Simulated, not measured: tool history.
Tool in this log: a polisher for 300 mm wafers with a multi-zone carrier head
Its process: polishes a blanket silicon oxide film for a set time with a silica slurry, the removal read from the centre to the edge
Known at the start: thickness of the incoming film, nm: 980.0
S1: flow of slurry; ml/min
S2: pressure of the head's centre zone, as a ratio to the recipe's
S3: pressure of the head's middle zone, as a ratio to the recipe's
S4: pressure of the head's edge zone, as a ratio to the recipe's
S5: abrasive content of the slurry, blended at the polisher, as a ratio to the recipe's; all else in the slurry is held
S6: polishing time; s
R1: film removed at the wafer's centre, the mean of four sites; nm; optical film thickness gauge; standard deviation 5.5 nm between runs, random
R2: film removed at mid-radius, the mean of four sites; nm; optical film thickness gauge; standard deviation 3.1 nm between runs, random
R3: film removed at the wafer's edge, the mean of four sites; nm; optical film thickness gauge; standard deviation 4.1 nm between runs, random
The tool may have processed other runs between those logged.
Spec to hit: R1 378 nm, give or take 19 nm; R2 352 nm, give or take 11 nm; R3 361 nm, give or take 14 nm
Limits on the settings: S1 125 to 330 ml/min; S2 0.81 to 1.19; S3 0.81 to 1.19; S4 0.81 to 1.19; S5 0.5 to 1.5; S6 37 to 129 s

run,hour,S1,S2,S3,S4,S5,S6,R1,R2,R3
1,0,210,1,1,1,1,83,243.46,250.54,240.57
2,1.3,245,1,1,1,1,83,247.11,254.19,251.02
3,4.2,265,1.04,1.02,1.04,1.15,84,289.93,281.43,263.04
4,5,275,1.02,0.99,1.06,1.25,88,298,296.13,294.28
5,13.6,275,1.02,0.99,1.06,1.1,88,284.63,283.89,284.32
6,20,285,1.03,0.98,1.08,1.25,90,312.64,301.47,307.52
7,24.6,290,1.04,0.98,1.1,1.35,92,324.53,317.69,323.28
8,26.5,295,1.06,0.98,1.11,1.4,94,348,335.45,338.02
9,32.5,300,1.07,0.98,1.12,1.45,95,359.07,341.17,351.14

Which of these 5 next moves meets every target?
A,38.5,305,1.03,0.97,1.1,1.45,93,?,?,?
B,38.5,235,1.06,1.02,1.17,1.45,92,?,?,?
C,38.5,325,0.99,1.04,1.08,1.25,99,?,?,?
D,38.5,330,0.98,1.06,1.11,1.5,89,?,?,?
E,38.5,285,1.09,1,1.14,1.5,97,?,?,?

move,R1,R2,R3
A,343.39,331.26,343.07
B,340.52,333.62,343.66
C,333.1,354.4,342.06
D,319.05,348.46,335.3
E,381.59,356.75,367.21
A: moves away from the targets compared with the last run
B: moves away from the targets compared with the last run
C: moves away from the targets compared with the last run
D: moves away from the targets compared with the last run
E: meets every target
The move that meets every target is E.
